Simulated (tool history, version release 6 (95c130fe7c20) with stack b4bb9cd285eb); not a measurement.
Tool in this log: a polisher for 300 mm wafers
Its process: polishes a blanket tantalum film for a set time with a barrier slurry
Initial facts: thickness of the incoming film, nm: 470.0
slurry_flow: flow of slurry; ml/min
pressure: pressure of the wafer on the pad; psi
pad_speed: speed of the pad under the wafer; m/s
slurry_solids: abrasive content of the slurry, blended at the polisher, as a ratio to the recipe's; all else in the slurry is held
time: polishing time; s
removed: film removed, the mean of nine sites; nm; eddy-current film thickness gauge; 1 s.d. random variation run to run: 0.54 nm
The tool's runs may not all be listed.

run,hour,slurry_flow,pressure,pad_speed,slurry_solids,time,removed
1,0,300,2.2,0.84,1,47,65.627
2,0.6,305,2.3,0.84,1,47,68.969
3,6.5,310,2.4,0.84,1,47,70.363
4,12.1,235,2.4,0.84,1,47,68.923
5,14.9,265,2.4,0.84,1,47,69.581
6,18.2,280,2.4,0.84,1,47,69.983
7,23,295,2.5,0.84,1,47,73.506

Predict the results of run 8:
# hour 30.3: head pressure recalibrated
8,30.3,305,2.6,0.84,1,47,?

{"run 8": {"removed": 81.037}}

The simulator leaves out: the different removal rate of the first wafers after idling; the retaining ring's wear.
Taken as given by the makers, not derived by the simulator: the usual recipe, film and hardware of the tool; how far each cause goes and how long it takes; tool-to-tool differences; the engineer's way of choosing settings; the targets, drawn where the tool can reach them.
